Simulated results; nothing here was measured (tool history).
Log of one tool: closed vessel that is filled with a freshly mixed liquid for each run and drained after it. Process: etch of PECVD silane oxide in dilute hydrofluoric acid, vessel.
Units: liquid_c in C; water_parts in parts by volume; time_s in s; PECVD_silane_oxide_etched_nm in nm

run,hour,liquid_c,water_parts,time_s,PECVD_silane_oxide_etched_nm
1,0,24,170,350,50.8
2,4.8,22.5,175,350,46.052
3,7.5,21.5,180,350,43.272
4,12.4,20.5,185,350,40.949
5,20,19,185,350,38.19
6,24,18.5,190,350,35.748

Forecast run 7:
7,29.2,18,190,350,?

{"run 7": {"PECVD_silane_oxide_etched_nm": 35.38}}

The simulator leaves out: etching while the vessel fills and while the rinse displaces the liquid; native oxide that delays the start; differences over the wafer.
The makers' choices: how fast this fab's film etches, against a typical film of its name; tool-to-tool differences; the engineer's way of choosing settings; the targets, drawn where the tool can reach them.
